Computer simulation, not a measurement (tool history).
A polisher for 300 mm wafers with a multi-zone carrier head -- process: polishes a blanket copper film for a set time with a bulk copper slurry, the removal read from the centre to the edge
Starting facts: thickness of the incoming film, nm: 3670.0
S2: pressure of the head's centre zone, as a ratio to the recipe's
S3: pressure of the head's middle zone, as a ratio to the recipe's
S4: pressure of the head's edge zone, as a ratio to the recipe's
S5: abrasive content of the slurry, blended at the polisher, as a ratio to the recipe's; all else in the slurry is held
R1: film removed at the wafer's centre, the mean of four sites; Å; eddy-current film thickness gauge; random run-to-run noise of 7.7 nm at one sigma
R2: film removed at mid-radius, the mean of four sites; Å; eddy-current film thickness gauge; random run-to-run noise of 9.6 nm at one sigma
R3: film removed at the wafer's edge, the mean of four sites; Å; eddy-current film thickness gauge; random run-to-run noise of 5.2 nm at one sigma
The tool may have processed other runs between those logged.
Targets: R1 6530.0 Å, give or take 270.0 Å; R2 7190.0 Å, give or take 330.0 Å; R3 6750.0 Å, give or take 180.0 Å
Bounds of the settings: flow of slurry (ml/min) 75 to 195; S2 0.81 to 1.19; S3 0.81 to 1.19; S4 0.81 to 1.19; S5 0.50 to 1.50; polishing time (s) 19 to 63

run 1 hour=0.0 | flow_of_slurry_(ml/min)=125 S2=1.00 S3=1.00 S4=1.00 S5=1.00 polishing_time_(s)=41 | R1=5257.7 R2=5034.8 R3=4992.3
run 2 hour=0.8 | flow_of_slurry_(ml/min)=95 S2=1.00 S3=1.00 S4=1.00 S5=1.00 polishing_time_(s)=41 | R1=5090.5 R2=4784.7 R3=4870.7
run 3 hour=2.7 | flow_of_slurry_(ml/min)=125 S2=1.00 S3=1.00 S4=1.00 S5=1.00 polishing_time_(s)=41 | R1=5205.3 R2=5240.9 R3=5005.6
run 4 hour=8.8 | flow_of_slurry_(ml/min)=130 S2=1.00 S3=1.01 S4=1.03 S5=1.10 polishing_time_(s)=42 | R1=5565.8 R2=5556.7 R3=5376.2
run 5 hour=12.9 | flow_of_slurry_(ml/min)=130 S2=1.00 S3=1.01 S4=1.03 S5=1.10 polishing_time_(s)=33 | R1=4364.6 R2=4238.9 R3=4219.4
run 6 hour=13.9 | flow_of_slurry_(ml/min)=105 S2=1.00 S3=1.01 S4=1.03 S5=1.10 polishing_time_(s)=33 | R1=4186.4 R2=4069.9 R3=4104.8
run 7 hour=20.7 | flow_of_slurry_(ml/min)=115 S2=1.00 S3=1.03 S4=1.06 S5=1.20 polishing_time_(s)=36 | R1=4819.8 R2=4776.9 R3=4663.8
run 8 hour=25.9 | flow_of_slurry_(ml/min)=125 S2=0.99 S3=1.03 S4=1.09 S5=1.25 polishing_time_(s)=38 | R1=5129.9 R2=5153.9 R3=5089.4
run 9 hour=32.7 | flow_of_slurry_(ml/min)=130 S2=0.98 S3=1.04 S4=1.11 S5=1.30 polishing_time_(s)=39 | R1=5211.2 R2=5446.3 R3=5445.6

4 next moves are on the table. One of them brings every result within its allowed miss. Which?
run A hour=39.5 | flow_of_slurry_(ml/min)=105 S2=0.93 S3=1.15 S4=0.99 S5=1.40 polishing_time_(s)=53 | R1=? R2=? R3=?
run B hour=39.5 | flow_of_slurry_(ml/min)=155 S2=0.97 S3=1.10 S4=1.09 S5=1.10 polishing_time_(s)=50 | R1=? R2=? R3=?
run C hour=39.5 | flow_of_slurry_(ml/min)=130 S2=1.12 S3=1.08 S4=0.96 S5=1.25 polishing_time_(s)=48 | R1=? R2=? R3=?
run D hour=39.5 | flow_of_slurry_(ml/min)=135 S2=1.12 S3=1.00 S4=1.02 S5=1.30 polishing_time_(s)=47 | R1=? R2=? R3=?

move=A R1=6723.4 R2=8042.0 R3=6877.5
move=B R1=6643.6 R2=7285.7 R3=6641.0
move=C R1=7343.2 R2=6927.2 R3=6120.0
move=D R1=7304.5 R2=6452.8 R3=6242.4
A: the furthest-off result lands on target, but another misses its tolerance
B: all results in spec
C: moves toward the targets from the last run without getting all of them in spec
D: moves toward the targets from the last run without getting all of them in spec
B meets every target.
